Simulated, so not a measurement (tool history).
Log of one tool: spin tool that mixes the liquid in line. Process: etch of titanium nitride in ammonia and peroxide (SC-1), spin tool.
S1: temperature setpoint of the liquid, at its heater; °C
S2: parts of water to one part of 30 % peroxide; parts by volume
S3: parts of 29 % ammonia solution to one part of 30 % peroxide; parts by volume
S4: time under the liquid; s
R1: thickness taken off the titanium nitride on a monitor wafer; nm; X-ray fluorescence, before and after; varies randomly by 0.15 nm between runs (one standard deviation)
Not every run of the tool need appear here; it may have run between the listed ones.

run	hour	S1	S2	S3	S4	R1
1	0	49	10.5	0.55	280	15.05
2	4	49	13.5	0.55	280	13.201
3	12.1	49	13.5	0.55	300	14.395
4	13.3	50	13.5	0.55	300	15.15
5	18.7	50	13.5	0.4	300	14.438
6	23.5	51.5	13.5	0.4	300	15.977
7	27.3	52.5	13.5	0.4	300	17.109
8	32.8	53.5	13.5	0.4	300	18.651
9	35.6	54	13.5	0.4	300	18.889
10	44.4	59	13.5	0.4	300	26.715
11	52.2	58.5	13.5	0.4	300	26.025

What does the tool deliver on the next run?
# hour 56: heated supply line repaired
12	56	58	13.5	0.4	300	?

Run 12 gave R1 29.961 nm.

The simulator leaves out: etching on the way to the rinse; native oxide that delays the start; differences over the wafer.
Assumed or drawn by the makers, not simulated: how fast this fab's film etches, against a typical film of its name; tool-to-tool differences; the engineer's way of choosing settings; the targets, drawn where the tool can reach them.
